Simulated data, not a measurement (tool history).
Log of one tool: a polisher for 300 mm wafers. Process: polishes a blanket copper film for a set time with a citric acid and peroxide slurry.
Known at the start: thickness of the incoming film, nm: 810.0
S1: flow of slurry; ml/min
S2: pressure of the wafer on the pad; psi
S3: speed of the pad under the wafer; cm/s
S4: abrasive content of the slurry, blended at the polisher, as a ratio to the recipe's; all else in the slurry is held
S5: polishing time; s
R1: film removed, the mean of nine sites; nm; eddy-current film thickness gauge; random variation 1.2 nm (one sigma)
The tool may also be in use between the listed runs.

Run 1, hour 0.0: S1 275 ml/min, S2 2.2 psi, S3 128 cm/s, S4 1.0, S5 71 s. Result: R1 163.69 nm.
Run 2, hour 3.7: S1 275 ml/min, S2 2.2 psi, S3 128 cm/s, S4 0.9, S5 71 s. Result: R1 158.72 nm.
Run 3, hour 4.5: S1 330 ml/min, S2 2.2 psi, S3 128 cm/s, S4 0.9, S5 71 s. Result: R1 161.26 nm.
Run 4, hour 6.1: S1 330 ml/min, S2 2.2 psi, S3 158 cm/s, S4 0.9, S5 71 s. Result: R1 198.80 nm.
Run 5, hour 14.3: S1 330 ml/min, S2 2.6 psi, S3 158 cm/s, S4 0.9, S5 71 s. Result: R1 229.09 nm.
Run 6, hour 19.4: S1 300 ml/min, S2 2.6 psi, S3 158 cm/s, S4 0.9, S5 71 s. Result: R1 227.68 nm.
Run 7, hour 25.2: S1 300 ml/min, S2 2.2 psi, S3 150 cm/s, S4 0.9, S5 71 s. Result: R1 189.07 nm.

Run 8 comes next. What will it give?
Run 8, hour 31.0: S1 300 ml/min, S2 1.9 psi, S3 142 cm/s, S4 0.9, S5 71 s. Result: R1 ?.

{"run 8": {"R1": 154.16}}
